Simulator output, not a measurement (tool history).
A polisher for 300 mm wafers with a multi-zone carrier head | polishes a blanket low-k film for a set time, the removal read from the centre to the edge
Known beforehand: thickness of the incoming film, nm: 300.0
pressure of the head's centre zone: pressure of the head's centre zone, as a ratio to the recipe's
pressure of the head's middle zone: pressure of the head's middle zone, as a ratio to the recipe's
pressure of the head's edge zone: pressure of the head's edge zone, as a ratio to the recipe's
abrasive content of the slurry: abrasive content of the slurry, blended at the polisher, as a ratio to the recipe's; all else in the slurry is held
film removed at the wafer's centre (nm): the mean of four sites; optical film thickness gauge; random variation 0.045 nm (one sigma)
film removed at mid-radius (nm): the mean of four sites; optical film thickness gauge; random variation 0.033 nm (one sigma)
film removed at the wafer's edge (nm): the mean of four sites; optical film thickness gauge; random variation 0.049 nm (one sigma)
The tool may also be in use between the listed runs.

run,hour,flow of slurry (ml/min),pressure of the head's centre zone,pressure of the head's middle zone,pressure of the head's edge zone,abrasive content of the slurry,polishing time (s),film removed at the wafer's centre (nm),film removed at mid-radius (nm),film removed at the wafer's edge (nm)
1,0.0,255,1.00,1.00,1.00,1.00,35,5.9968,5.9518,5.9456
2,4.8,255,1.00,1.00,1.00,1.00,28,4.7729,4.8057,4.8495
3,11.4,255,0.98,1.02,0.97,0.90,28,4.3664,4.5258,4.3512
4,17.9,250,0.95,1.03,0.94,0.90,28,4.2855,4.6022,4.2583
5,24.5,250,0.95,1.03,0.94,0.90,32,4.8618,5.2825,4.9326
6,28.5,250,0.93,1.04,0.92,0.80,32,4.3596,4.9351,4.4969
7,31.9,250,0.92,1.05,0.90,0.75,32,4.2209,4.7577,4.3286

What will run 8 give?
8,38.1,250,0.91,1.06,0.88,0.70,32,?,?,?

{"run 8": {"film removed at the wafer's centre (nm)": 3.9096, "film removed at mid-radius (nm)": 4.4918, "film removed at the wafer's edge (nm)": 4.102}}
